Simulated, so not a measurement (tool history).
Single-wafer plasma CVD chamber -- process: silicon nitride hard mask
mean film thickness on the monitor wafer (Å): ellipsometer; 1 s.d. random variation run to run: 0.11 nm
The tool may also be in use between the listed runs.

| run | day | heater temperature setpoint (°C) | chamber pressure (Pa) | RF power (W) | deposition time (s) | mean film thickness on the monitor wafer (Å) |
|---|---|---|---|---|---|---|
| 1 | 0 | 390 | 233 | 355 | 41.3 | 534.63 |
| 2 | 0.054 | 390 | 224 | 345 | 41.3 | 510.25 |
| 3 | 0.188 | 390 | 215 | 340 | 41.3 | 495.13 |
| 4 | 0.233 | 381 | 215 | 340 | 41.3 | 495.95 |
| 5 | 0.604 | 381 | 215 | 340 | 41.3 | 495.43 |
| 6 | 0.896 | 381 | 215 | 320 | 41.3 | 467.9 |

The next listed run, before its measurement:
| 7 | 1.079 | 381 | 207 | 320 | 41.3 | ? |

{"run 7": {"mean film thickness on the monitor wafer (Å)": 458.31}}
